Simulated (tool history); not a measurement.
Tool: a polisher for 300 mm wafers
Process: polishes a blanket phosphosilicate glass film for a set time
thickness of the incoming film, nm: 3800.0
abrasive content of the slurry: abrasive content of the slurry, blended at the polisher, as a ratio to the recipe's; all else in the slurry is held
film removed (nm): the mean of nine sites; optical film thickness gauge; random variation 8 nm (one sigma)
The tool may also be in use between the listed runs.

run,hour,flow of slurry (ml/min),pressure of the wafer on the pad (kPa),speed of the pad under the wafer (m/s),abrasive content of the slurry,polishing time (s),film removed (nm)
1,0,140,29,1.12,1,76,1073.2
2,5.6,135,26.9,1.12,1,76,1022.8
3,9.7,135,29.6,1.12,1,76,1105.4
4,11.5,135,29.6,1.12,1.15,76,1206.5
5,15.5,135,26.2,1.12,1.15,76,1082.4
6,22,135,26.2,1.12,1.15,80,1137.7

The next listed run, before its measurement:
7,22.7,115,17.9,1.1,1.15,80,?

{"run 7": {"film removed (nm)": 807.42}}
